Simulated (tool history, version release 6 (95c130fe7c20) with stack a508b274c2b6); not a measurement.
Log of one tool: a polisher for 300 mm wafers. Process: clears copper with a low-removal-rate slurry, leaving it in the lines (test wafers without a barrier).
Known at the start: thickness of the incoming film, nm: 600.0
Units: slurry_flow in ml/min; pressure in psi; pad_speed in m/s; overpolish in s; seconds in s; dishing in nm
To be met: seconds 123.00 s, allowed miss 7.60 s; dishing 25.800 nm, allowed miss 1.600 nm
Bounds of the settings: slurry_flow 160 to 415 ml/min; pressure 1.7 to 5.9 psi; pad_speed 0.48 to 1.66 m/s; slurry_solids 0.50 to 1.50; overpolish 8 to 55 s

run,hour,slurry_flow,pressure,pad_speed,slurry_solids,overpolish,seconds,dishing
1,0.0,265,3.8,1.06,1.00,28,169.36,47.759
2,2.7,265,3.8,1.06,1.00,24,164.91,44.168
3,8.8,265,3.2,1.06,1.00,24,202.73,40.899
4,13.8,265,3.8,1.06,1.00,24,173.65,44.034
5,18.0,265,3.8,1.06,1.00,15,176.90,31.515
6,19.4,315,3.8,1.06,1.00,15,169.97,31.810
# hour 24.7: worn pad replaced by a new one
7,24.7,340,4.2,1.02,1.00,13,147.76,32.753
8,25.7,360,4.2,1.06,0.95,12,142.26,31.326

Which of these 5 next moves meets every target?
A,26.7,325,3.4,1.04,0.95,21,?,?
B,26.7,295,2.9,1.32,0.85,17,?,?
C,26.7,315,4.8,1.08,1.05,15,?,?
D,26.7,375,3.6,1.02,0.85,23,?,?
E,26.7,335,5.4,0.96,1.05,8,?,?

move,seconds,dishing
A,173.21,39.527
B,162.43,35.453
C,122.01,40.534
D,172.54,42.195
E,122.99,25.121
A: further off than the last run
B: further off than the last run
C: further off than the last run
D: further off than the last run
E: meets every target
Answer: E
